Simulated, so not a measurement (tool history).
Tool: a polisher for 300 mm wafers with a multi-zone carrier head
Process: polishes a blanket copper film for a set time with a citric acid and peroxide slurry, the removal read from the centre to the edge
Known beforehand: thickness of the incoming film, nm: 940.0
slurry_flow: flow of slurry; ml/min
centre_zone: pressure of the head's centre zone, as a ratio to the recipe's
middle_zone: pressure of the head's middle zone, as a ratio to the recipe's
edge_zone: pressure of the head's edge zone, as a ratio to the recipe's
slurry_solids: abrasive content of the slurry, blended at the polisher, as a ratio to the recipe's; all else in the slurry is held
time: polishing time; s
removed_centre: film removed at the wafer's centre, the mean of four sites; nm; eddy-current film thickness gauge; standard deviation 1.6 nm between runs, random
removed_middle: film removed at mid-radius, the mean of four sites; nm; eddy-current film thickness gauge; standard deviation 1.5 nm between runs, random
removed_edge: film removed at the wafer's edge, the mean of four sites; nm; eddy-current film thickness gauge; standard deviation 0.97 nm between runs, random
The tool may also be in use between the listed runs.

run    day  slurry_flow  centre_zone  middle_zone  edge_zone  slurry_solids  time  removed_centre  removed_middle  removed_edge
  1      0          250            1            1          1              1    56          113.49          114.77        112.69
  2  0.317          260         0.99            1       1.06           1.15    57          121.97          122.47        124.25
  3  0.458          310         0.99            1       1.06           1.15    57          119.42          122.94        125.39
  4  0.821          310         0.99            1       1.06            1.3    57          129.68          128.07        128.89
  5  0.871          315         0.97         1.01        1.1           1.35    58          126.27          132.44        135.88
  6  1.046          315         0.97         1.01       1.04           1.35    58          128.03          131.63        130.95
  7    1.1          315         0.97         1.01       1.04           1.35    58           128.5          132.23        130.94

Forecast run 8:
  8  1.183          320         0.97         1.01       1.08            1.4    58               ?               ?             ?

{"run 8": {"removed_centre": 131.18, "removed_middle": 133.5, "removed_edge": 134.36}}
